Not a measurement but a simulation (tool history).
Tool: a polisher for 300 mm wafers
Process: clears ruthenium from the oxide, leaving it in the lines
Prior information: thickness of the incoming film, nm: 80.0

run	hour	flow of slurry (ml/min)	pressure of the wafer on the pad (kPa)	speed of the pad under the wafer (cm/s)	overpolish time after the end point (s)	time until the end point was called (s)
1	0.0	245	9.7	108	8	118.17
2	4.6	245	9.7	82	8	149.57
3	11.6	245	10.3	82	8	139.37
4	14.2	245	11.0	82	8	128.61
5	16.6	245	11.7	82	8	123.23
6	20.6	245	12.4	82	8	117.71
7	26.4	245	13.1	82	8	113.74

Run 8 is up next; what results do you expect?
8	30.2	245	13.8	84	8	?

time until the end point was called (s): 102.91

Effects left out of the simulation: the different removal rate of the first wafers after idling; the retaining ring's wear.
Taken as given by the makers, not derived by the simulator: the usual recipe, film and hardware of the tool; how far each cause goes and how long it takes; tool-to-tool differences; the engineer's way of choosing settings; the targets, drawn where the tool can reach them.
